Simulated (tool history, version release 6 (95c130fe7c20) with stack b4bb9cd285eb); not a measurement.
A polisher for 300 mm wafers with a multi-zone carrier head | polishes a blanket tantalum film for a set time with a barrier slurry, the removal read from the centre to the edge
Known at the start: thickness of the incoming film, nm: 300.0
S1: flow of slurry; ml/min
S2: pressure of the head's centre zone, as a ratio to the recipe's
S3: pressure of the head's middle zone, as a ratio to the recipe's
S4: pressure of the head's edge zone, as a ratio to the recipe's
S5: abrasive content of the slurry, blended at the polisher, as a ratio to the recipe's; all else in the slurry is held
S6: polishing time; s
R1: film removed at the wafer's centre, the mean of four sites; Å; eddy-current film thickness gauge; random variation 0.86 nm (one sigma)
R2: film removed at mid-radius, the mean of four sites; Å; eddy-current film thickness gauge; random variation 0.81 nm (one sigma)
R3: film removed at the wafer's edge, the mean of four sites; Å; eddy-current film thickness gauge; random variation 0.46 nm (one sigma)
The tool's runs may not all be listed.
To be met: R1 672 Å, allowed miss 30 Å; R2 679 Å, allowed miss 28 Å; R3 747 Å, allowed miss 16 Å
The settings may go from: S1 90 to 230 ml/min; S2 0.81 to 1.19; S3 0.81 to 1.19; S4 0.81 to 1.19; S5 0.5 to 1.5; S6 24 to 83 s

{"run": 1, "hour": 0.0, "S1": 150, "S2": 1, "S3": 1, "S4": 1, "S5": 1, "S6": 53, "R1": 768.61, "R2": 790.38, "R3": 796.66}
{"run": 2, "hour": 6.1, "S1": 140, "S2": 0.99, "S3": 0.97, "S4": 0.99, "S5": 1, "S6": 53, "R1": 753.04, "R2": 745.2, "R3": 777.33}
{"run": 3, "hour": 14.1, "S1": 165, "S2": 0.99, "S3": 0.97, "S4": 0.99, "S5": 1, "S6": 53, "R1": 796.52, "R2": 774.86, "R3": 800.39}
{"run": 4, "hour": 19.4, "S1": 165, "S2": 1.07, "S3": 0.97, "S4": 0.99, "S5": 1, "S6": 53, "R1": 861.79, "R2": 782.82, "R3": 805.36}
{"run": 5, "hour": 20.7, "S1": 165, "S2": 1.07, "S3": 0.97, "S4": 0.99, "S5": 1.15, "S6": 53, "R1": 873.82, "R2": 811.82, "R3": 832.02}
{"run": 6, "hour": 25.3, "S1": 150, "S2": 1.03, "S3": 0.95, "S4": 0.98, "S5": 1.15, "S6": 53, "R1": 805.86, "R2": 757.93, "R3": 817.73}
{"hour": 29.8, "done": "slurry nozzle cleaned"}
{"run": 7, "hour": 29.8, "S1": 135, "S2": 1.01, "S3": 0.95, "S4": 0.97, "S5": 1.15, "S6": 53, "R1": 880.55, "R2": 833.32, "R3": 864.2}
{"run": 8, "hour": 31.2, "S1": 175, "S2": 1.01, "S3": 0.99, "S4": 0.99, "S5": 1.05, "S6": 53, "R1": 891.81, "R2": 879.87, "R3": 880.1}
{"run": 9, "hour": 39.8, "S1": 155, "S2": 1, "S3": 0.98, "S4": 1, "S5": 1.05, "S6": 53, "R1": 872.87, "R2": 856.66, "R3": 861.37}
{"run": 10, "hour": 43.6, "S1": 135, "S2": 0.98, "S3": 0.96, "S4": 0.98, "S5": 1.05, "S6": 53, "R1": 848.29, "R2": 799.57, "R3": 833.58}
{"run": 11, "hour": 51.4, "S1": 105, "S2": 0.88, "S3": 0.92, "S4": 0.94, "S5": 0.85, "S6": 53, "R1": 670.71, "R2": 714.35, "R3": 758.08}

Which of these 4 next moves meets every target?
{"run": "A", "hour": 59.2, "S1": 90, "S2": 0.86, "S3": 0.84, "S4": 0.94, "S5": 0.85, "S6": 50, "R1": "?", "R2": "?", "R3": "?"}
{"run": "B", "hour": 59.2, "S1": 100, "S2": 0.85, "S3": 0.9, "S4": 0.85, "S5": 0.9, "S6": 51, "R1": "?", "R2": "?", "R3": "?"}
{"run": "C", "hour": 59.2, "S1": 105, "S2": 0.98, "S3": 1.04, "S4": 0.86, "S5": 1, "S6": 49, "R1": "?", "R2": "?", "R3": "?"}
{"run": "D", "hour": 59.2, "S1": 170, "S2": 0.92, "S3": 0.92, "S4": 1.12, "S5": 0.65, "S6": 50, "R1": "?", "R2": "?", "R3": "?"}

move=A R1=601.7 R2=614.31 R3=706.98
move=B R1=631.39 R2=688.04 R3=718.9
move=C R1=727.95 R2=773.53 R3=715.45
move=D R1=679.22 R2=686.74 R3=753.36
A: takes the result that was furthest off past its target
B: brings the result that was furthest off to its target, and leaves another outside
C: further off than the last run
D: meets every target
Move D is the one to make.

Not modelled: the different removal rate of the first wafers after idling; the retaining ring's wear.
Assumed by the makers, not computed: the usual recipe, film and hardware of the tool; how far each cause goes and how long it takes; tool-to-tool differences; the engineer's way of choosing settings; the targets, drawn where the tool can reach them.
